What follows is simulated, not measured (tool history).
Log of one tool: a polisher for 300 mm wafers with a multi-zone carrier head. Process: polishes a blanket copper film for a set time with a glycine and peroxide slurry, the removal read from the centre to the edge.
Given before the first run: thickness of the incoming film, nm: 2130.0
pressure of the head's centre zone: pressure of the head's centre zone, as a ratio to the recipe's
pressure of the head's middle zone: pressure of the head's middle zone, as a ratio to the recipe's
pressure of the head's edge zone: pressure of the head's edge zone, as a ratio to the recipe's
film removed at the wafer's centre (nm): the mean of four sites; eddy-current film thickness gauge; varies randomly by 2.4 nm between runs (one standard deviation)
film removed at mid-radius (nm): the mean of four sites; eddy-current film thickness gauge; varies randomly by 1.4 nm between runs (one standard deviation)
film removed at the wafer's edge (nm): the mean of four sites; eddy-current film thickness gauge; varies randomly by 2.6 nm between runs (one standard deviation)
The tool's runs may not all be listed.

| run | day | flow of slurry (ml/min) | pressure of the head's centre zone | pressure of the head's middle zone | pressure of the head's edge zone | polishing time (s) | film removed at the wafer's centre (nm) | film removed at mid-radius (nm) | film removed at the wafer's edge (nm) |
|---|---|---|---|---|---|---|---|---|---|
| 1 | 0.000 | 255 | 1.00 | 1.00 | 1.00 | 86 | 368.39 | 378.01 | 369.49 |
| 2 | 0.233 | 255 | 1.08 | 1.00 | 1.00 | 86 | 394.93 | 377.62 | 376.17 |
| 3 | 0.425 | 255 | 1.07 | 0.99 | 0.98 | 81 | 376.76 | 352.17 | 356.64 |
| 4 | 0.662 | 255 | 1.07 | 0.92 | 0.98 | 81 | 376.55 | 333.13 | 352.06 |
| 5 | 0.983 | 260 | 1.06 | 0.93 | 0.96 | 76 | 343.82 | 314.28 | 323.86 |
| 6 | 1.267 | 260 | 1.06 | 0.93 | 0.90 | 76 | 349.54 | 313.43 | 312.62 |
| 7 | 1.367 | 260 | 1.05 | 0.93 | 0.89 | 73 | 332.87 | 303.62 | 297.27 |
| 8 | 1.504 | 260 | 1.05 | 0.93 | 0.89 | 73 | 330.61 | 299.16 | 301.88 |
| 9 | 1.633 | 270 | 1.04 | 0.93 | 0.88 | 70 | 314.57 | 292.35 | 291.13 |
| 10 | 1.738 | 260 | 1.03 | 0.93 | 0.87 | 68 | 298.30 | 282.63 | 277.68 |
| 11 | 2.100 | 255 | 1.03 | 0.93 | 0.86 | 66 | 294.59 | 269.07 | 270.75 |
| 12 | 2.129 | 265 | 1.03 | 0.93 | 0.85 | 64 | 280.63 | 264.35 | 258.47 |
| 13 | 2.229 | 335 | 1.02 | 0.88 | 0.81 | 44 | 199.13 | 179.21 | 180.01 |
| 14 | 2.462 | 270 | 1.07 | 0.98 | 0.91 | 43 | 197.22 | 187.02 | 180.08 |
| 15 | 2.642 | 270 | 1.07 | 0.98 | 0.91 | 44 | 201.81 | 191.76 | 182.05 |
| 16 | 2.804 | 330 | 1.12 | 1.07 | 1.01 | 48 | 240.53 | 230.53 | 215.36 |
| 17 | 3.025 | 325 | 1.12 | 1.07 | 1.01 | 48 | 237.81 | 228.17 | 211.96 |
| 18 | 3.379 | 320 | 1.12 | 1.07 | 1.01 | 48 | 238.28 | 225.41 | 211.89 |

The next listed run, before its measurement:
| 19 | 3.629 | 315 | 1.12 | 1.07 | 1.01 | 48 | ? | ? | ? |

film removed at the wafer's centre (nm): 233.94
film removed at mid-radius (nm): 227.74
film removed at the wafer's edge (nm): 215.99
